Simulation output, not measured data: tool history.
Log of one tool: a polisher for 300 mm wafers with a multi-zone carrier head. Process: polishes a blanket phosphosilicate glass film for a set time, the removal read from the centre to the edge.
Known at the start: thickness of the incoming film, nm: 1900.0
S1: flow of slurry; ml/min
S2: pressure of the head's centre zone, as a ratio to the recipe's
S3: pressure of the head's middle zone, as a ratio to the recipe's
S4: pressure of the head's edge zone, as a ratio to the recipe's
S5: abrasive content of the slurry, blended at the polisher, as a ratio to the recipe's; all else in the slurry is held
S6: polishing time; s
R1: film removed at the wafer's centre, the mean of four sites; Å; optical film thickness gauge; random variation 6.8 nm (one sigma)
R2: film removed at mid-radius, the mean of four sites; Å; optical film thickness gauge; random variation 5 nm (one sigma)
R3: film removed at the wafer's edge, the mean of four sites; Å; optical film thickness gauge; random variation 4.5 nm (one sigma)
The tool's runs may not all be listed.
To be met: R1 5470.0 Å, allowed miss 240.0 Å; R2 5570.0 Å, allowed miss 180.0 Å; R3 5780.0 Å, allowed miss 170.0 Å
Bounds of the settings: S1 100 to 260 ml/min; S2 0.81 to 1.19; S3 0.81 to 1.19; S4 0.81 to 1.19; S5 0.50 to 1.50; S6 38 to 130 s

run    day   S1    S2    S3    S4    S5  S6      R1      R2      R3
  1  0.000  165  1.00  1.00  1.00  1.00  84  4320.3  4294.2  4077.6
  2  0.217  165  1.00  1.00  0.96  1.00  84  4208.4  4296.2  3973.0
  3  0.388  170  0.99  1.00  0.99  1.05  84  4417.8  4415.1  4227.5
  4  0.650  170  0.99  1.00  0.99  1.20  84  4582.7  4671.2  4570.0
  5  0.875  170  0.99  1.00  0.99  1.30  84  4839.7  4925.6  4633.6
  6  0.954  140  0.99  1.00  0.99  1.30  84  4581.8  4794.2  4572.7
  7  1.146  150  0.99  1.01  1.02  1.30  84  4828.4  4810.0  4660.4
  8  1.458  160  0.97  1.01  1.04  1.35  84  4840.7  5026.0  4940.9
  9  1.650  210  1.01  1.00  1.14  1.40  84  5309.2  5274.6  5349.4
 10  1.696  215  1.01  1.00  1.15  1.40  84  5309.1  5279.9  5304.1

5 next moves are on the table. One of them brings every result within its allowed miss. Which?
  A  1.742  225  1.04  0.85  1.06  1.20  101   ?   ?   ?
  B  1.742  180  0.99  1.01  1.19  1.25   95   ?   ?   ?
  C  1.742  205  1.11  1.05  1.16  1.30   89   ?   ?   ?
  D  1.742  210  1.03  0.94  1.13  1.45   84   ?   ?   ?
  E  1.742  185  1.12  0.99  1.16  1.30   95   ?   ?   ?

move      R1      R2      R3
   A  6260.1  5388.8  5797.5
   B  5518.8  5648.0  5731.5
   C  6046.7  5652.5  5480.7
   D  5572.9  5195.2  5381.4
   E  6398.5  5695.0  5787.8
A: brings the result that was furthest off to its target, and leaves another outside
B: meets every target
C: nearer than the last run, and not there yet
D: nearer than the last run, and not there yet
E: brings the result that was furthest off to its target, and leaves another outside
Move B is the one to make.

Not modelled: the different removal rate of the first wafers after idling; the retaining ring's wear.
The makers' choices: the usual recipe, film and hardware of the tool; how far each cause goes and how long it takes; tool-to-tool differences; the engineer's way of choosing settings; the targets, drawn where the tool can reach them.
